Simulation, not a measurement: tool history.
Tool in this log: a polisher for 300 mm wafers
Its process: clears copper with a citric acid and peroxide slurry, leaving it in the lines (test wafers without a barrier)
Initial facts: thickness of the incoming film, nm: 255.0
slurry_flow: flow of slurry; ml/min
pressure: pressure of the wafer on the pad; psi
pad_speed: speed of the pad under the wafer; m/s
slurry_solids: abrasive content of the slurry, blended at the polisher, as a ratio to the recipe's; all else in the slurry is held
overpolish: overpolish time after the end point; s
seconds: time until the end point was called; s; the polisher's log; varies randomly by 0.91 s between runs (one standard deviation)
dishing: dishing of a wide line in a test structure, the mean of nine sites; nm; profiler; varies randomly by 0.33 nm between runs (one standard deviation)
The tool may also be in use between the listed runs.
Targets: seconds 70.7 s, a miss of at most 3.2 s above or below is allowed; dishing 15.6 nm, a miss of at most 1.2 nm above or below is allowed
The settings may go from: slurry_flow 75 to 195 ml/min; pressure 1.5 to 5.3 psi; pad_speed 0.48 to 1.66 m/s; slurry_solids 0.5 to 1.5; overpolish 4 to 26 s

run	hour	slurry_flow	pressure	pad_speed	slurry_solids	overpolish	seconds	dishing
1	0	125	3.4	1.06	1	13	100.78	22.889
2	8.4	125	3.8	1.06	1	13	92.113	24.805
3	17.3	125	3.8	1.06	1	7	91.736	14.252
4	24.7	125	3.8	1.06	1.2	7	89.178	14.919
5	28.3	130	3.9	1.06	1.2	7	83.629	15.076
6	29.4	135	3.9	1.06	1.2	7	82.698	14.738
7	36.9	160	4.4	1.06	1.2	6	75.208	14.454
8	44.2	160	4.5	1.06	1.2	6	75.335	14.981

Exactly one of the 5 candidate moves below puts every result within its allowed miss. Which one?
A	51.5	155	4.5	0.98	1.15	7	?	?
B	51.5	150	4.4	0.96	1.3	7	?	?
C	51.5	140	3.5	1.12	1.3	7	?	?
D	51.5	160	3.7	1.08	1.3	6	?	?
E	51.5	170	4.6	1.06	1.25	6	?	?

move	seconds	dishing
A	81.572	16.34
B	82.839	16.102
C	85.68	15.538
D	83.391	13.822
E	72.015	15.904
A: its largest miss is bigger than the last run's
B: its largest miss is bigger than the last run's
C: its largest miss is bigger than the last run's
D: its largest miss is bigger than the last run's
E: in spec on every target
Answer: E
